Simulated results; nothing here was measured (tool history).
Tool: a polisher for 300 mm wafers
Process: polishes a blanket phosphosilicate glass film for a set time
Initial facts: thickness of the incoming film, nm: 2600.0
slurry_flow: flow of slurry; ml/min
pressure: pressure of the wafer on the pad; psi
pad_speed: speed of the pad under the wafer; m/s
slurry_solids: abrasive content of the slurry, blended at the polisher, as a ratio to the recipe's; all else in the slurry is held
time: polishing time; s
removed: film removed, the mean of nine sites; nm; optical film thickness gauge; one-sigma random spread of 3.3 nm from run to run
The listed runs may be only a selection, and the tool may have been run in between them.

{"run": 1, "day": 0.0, "slurry_flow": 260, "pressure": 2.8, "pad_speed": 1.22, "slurry_solids": 1.0, "time": 36, "removed": 352.99}
{"run": 2, "day": 0.046, "slurry_flow": 260, "pressure": 2.7, "pad_speed": 1.22, "slurry_solids": 1.0, "time": 36, "removed": 351.11}
{"run": 3, "day": 0.083, "slurry_flow": 200, "pressure": 2.7, "pad_speed": 1.22, "slurry_solids": 1.0, "time": 36, "removed": 338.18}
{"run": 4, "day": 0.112, "slurry_flow": 260, "pressure": 2.7, "pad_speed": 1.22, "slurry_solids": 1.0, "time": 36, "removed": 344.67}
{"run": 5, "day": 0.458, "slurry_flow": 260, "pressure": 2.7, "pad_speed": 1.22, "slurry_solids": 1.0, "time": 36, "removed": 349.68}
{"run": 6, "day": 0.654, "slurry_flow": 260, "pressure": 2.6, "pad_speed": 1.22, "slurry_solids": 1.0, "time": 36, "removed": 334.85}
{"run": 7, "day": 0.812, "slurry_flow": 260, "pressure": 2.5, "pad_speed": 1.22, "slurry_solids": 1.0, "time": 36, "removed": 333.02}

Run 8, settings as shown, results not yet in. Your forecast:
{"run": 8, "day": 1.088, "slurry_flow": 260, "pressure": 2.4, "pad_speed": 1.22, "slurry_solids": 1.0, "time": 36, "removed": "?"}

{"run 8": {"removed": 311.79}}
